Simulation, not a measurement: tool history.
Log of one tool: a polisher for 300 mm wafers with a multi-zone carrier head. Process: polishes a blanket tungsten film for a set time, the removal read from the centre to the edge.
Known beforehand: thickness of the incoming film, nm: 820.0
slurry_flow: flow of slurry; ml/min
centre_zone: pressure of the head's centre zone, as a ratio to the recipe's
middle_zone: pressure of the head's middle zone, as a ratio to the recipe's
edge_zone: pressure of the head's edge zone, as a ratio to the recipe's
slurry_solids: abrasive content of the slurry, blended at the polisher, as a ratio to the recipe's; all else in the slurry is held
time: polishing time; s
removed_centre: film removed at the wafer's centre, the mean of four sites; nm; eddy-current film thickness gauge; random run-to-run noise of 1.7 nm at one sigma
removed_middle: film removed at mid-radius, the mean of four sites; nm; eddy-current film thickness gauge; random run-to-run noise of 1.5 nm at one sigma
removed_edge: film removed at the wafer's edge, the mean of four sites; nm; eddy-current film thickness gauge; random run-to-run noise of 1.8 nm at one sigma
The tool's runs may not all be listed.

run	hour	slurry_flow	centre_zone	middle_zone	edge_zone	slurry_solids	time	removed_centre	removed_middle	removed_edge
1	0.0	140	1.00	1.00	1.00	1.00	67	321.08	330.21	312.80
2	2.8	140	1.00	1.00	0.94	1.00	67	322.16	328.32	309.72
3	11.6	135	0.99	0.99	0.94	0.90	62	283.16	297.11	276.13
4	12.7	135	0.95	0.99	0.94	0.90	62	270.60	300.55	274.10
5	14.2	135	0.95	0.99	0.94	0.90	46	201.34	217.40	207.00
6	22.6	130	0.95	0.97	0.93	0.85	45	191.34	203.45	196.34

What does the tool deliver on the next run?
7	28.7	125	0.95	0.96	0.92	0.80	45	?	?	?

For run 7 the tool returned removed_centre 186.47 nm, removed_middle 198.07 nm, removed_edge 189.16 nm.

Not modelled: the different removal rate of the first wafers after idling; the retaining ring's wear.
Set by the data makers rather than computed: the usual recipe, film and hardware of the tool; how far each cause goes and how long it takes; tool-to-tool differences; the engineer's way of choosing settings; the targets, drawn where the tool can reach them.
